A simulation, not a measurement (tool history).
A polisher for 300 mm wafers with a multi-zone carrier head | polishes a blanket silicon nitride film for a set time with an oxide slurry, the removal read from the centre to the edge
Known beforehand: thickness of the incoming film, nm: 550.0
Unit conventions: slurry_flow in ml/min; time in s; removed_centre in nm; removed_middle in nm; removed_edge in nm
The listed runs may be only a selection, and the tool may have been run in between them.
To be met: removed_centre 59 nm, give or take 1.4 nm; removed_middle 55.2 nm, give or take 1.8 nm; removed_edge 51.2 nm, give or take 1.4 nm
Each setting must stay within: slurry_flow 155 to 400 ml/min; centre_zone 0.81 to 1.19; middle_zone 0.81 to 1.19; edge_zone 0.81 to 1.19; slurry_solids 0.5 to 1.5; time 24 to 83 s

run  hour  slurry_flow  centre_zone  middle_zone  edge_zone  slurry_solids  time  removed_centre  removed_middle  removed_edge
  1     0          255            1            1          1              1    53          40.727          40.811        40.333
  2   6.9          270         1.04         1.03       1.03           1.05    53          43.403          43.325        41.811
  3  13.9          270         1.04            1       1.03           1.05    53          43.159           42.11        41.534
  4  19.1          270         1.04            1       1.11           1.05    53          43.739          42.124        43.947
  5  26.2          270         1.04            1       1.14           1.05    53          43.164          41.839        44.696
  6  31.6          270         1.04            1       1.14           1.05    40          32.583          31.632        32.724
  7    39          285         1.08         1.03       1.14           1.15    42          36.944          35.846        36.427
  8  46.5          300         1.11         1.04       1.12           1.25    44          41.395          38.702        38.458
  9  48.1          305         1.13         1.06       1.13            1.3    46          44.185          42.504        41.221
 10  49.1          315         1.14         1.06       1.12           1.35    48          46.994          45.129        43.478
 11  57.1          320         1.15         1.06       1.11            1.4    50          51.121          46.835        45.095
 12    65          325         1.16         1.07       1.12            1.4    51          52.096          47.438        46.552
 13    69          325         1.17         1.08       1.12            1.4    52          53.663          50.129         47.53
 14  70.8          330         1.17         1.08       1.12            1.4    52          53.818          49.361        47.551
 15  79.3          330         1.17         1.09       1.12            1.4    52          53.501          49.896        48.045
 16    81          330         1.17          1.1       1.11            1.4    53          54.066           50.77        48.367
 17  84.4          380         1.19         1.13       1.11            1.5    53          57.023           53.89        49.024

Below are 4 possible settings for the next run. Only one of them brings all results inside the allowed miss of their targets. Which is it?
  A  87.8          390         1.18         1.11       1.09            1.5    55               ?               ?             ?
  B  87.8          400         1.19         0.98        1.1           1.45    57               ?               ?             ?
  C  87.8          370         1.19         1.19       1.05            1.5    53               ?               ?             ?
  D  87.8          400         1.16         1.14       1.04            1.5    52               ?               ?             ?

move  removed_centre  removed_middle  removed_edge
   A          59.724          55.574         51.05
   B          61.797          51.343        52.746
   C          57.826          56.661        48.099
   D          55.659          53.861        47.192
A: every result lands within tolerance
B: moves the result that the last run missed by most past its target, out the other side
C: further off than the last run
D: further off than the last run
Answer: A

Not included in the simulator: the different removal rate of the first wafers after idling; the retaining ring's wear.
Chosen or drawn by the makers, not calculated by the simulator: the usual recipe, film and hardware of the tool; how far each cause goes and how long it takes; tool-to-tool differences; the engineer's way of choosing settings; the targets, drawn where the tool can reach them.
